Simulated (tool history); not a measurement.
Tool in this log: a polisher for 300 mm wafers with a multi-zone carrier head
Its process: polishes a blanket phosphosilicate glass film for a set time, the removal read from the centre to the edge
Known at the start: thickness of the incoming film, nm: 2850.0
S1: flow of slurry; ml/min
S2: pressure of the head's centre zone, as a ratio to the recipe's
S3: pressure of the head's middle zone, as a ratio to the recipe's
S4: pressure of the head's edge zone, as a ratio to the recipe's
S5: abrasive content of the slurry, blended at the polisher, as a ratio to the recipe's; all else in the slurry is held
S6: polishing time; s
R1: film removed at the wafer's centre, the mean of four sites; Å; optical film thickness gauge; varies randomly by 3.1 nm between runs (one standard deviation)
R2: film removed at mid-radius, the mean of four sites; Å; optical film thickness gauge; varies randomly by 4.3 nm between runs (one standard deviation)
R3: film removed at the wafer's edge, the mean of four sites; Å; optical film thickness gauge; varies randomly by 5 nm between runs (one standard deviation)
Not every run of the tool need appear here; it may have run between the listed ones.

| run | hour | S1 | S2 | S3 | S4 | S5 | S6 | R1 | R2 | R3 |
|---|---|---|---|---|---|---|---|---|---|---|
| 1 | 0 | 275 | 1 | 1 | 1 | 1 | 60 | 4329.5 | 4111.7 | 4247.8 |
| 2 | 3.4 | 275 | 1 | 0.98 | 0.99 | 0.95 | 60 | 4162.4 | 4141.9 | 4054.1 |
| 3 | 11.7 | 275 | 1.07 | 0.98 | 0.99 | 0.95 | 60 | 4457.4 | 4121.1 | 4117.3 |
| 4 | 15.3 | 275 | 1.03 | 0.98 | 0.99 | 0.95 | 60 | 4327.6 | 4166.9 | 3942.2 |
| 5 | 21.4 | 275 | 1.03 | 0.98 | 0.99 | 0.85 | 60 | 4089.9 | 3940.7 | 3819 |
| 6 | 30.2 | 275 | 1.03 | 0.98 | 0.99 | 1 | 60 | 4387 | 4164.1 | 4137.6 |
| 7 | 31.8 | 275 | 1.03 | 0.98 | 0.99 | 1 | 60 | 4327.5 | 4126.2 | 4162.8 |
| 8 | 39.8 | 270 | 1.04 | 0.96 | 1.01 | 0.95 | 59 | 4170.6 | 3872.3 | 3962.8 |
| 9 | 44.9 | 265 | 1.05 | 0.94 | 1.02 | 0.95 | 59 | 4285.3 | 3818.7 | 4033.1 |
| 10 | 52.8 | 260 | 1.05 | 0.92 | 1.03 | 0.9 | 59 | 4157.8 | 3638.7 | 3952.7 |
| 11 | 55.9 | 255 | 1.05 | 0.91 | 1.03 | 0.85 | 59 | 4085.3 | 3532.8 | 3824.7 |
| 12 | 57.2 | 250 | 1.04 | 0.9 | 1.03 | 0.85 | 59 | 4015.6 | 3565.4 | 3789.2 |
| 13 | 66.2 | 250 | 1.04 | 0.89 | 1.04 | 0.8 | 59 | 3857.6 | 3351.3 | 3798.8 |
| 14 | 74.4 | 245 | 1.04 | 0.82 | 0.95 | 0.65 | 58 | 3409.2 | 2730.8 | 3160.7 |
| 15 | 76.4 | 245 | 1.04 | 0.82 | 0.96 | 0.65 | 58 | 3355.5 | 2809.9 | 3176.1 |
| 16 | 80.8 | 245 | 1.04 | 0.82 | 0.97 | 0.65 | 58 | 3381 | 2745.7 | 3214.8 |
| 17 | 87 | 245 | 1.04 | 0.82 | 0.98 | 0.65 | 58 | 3403.8 | 2755.2 | 3249.5 |
| 18 | 95.8 | 245 | 1.04 | 0.82 | 0.98 | 0.65 | 58 | 3392.6 | 2746.8 | 3140.2 |
| 19 | 99 | 245 | 1.04 | 0.82 | 0.98 | 0.65 | 58 | 3362.9 | 2815 | 3181.1 |
| 20 | 105.8 | 245 | 1.04 | 0.82 | 0.99 | 0.65 | 58 | 3327.9 | 2771 | 3303.5 |

Run 21, settings as shown, results not yet in. Your forecast:
| 21 | 111.4 | 245 | 1.05 | 0.82 | 0.99 | 0.65 | 58 | ? | ? | ? |

R1: 3384 Å
R2: 2779.2 Å
R3: 3219.8 Å

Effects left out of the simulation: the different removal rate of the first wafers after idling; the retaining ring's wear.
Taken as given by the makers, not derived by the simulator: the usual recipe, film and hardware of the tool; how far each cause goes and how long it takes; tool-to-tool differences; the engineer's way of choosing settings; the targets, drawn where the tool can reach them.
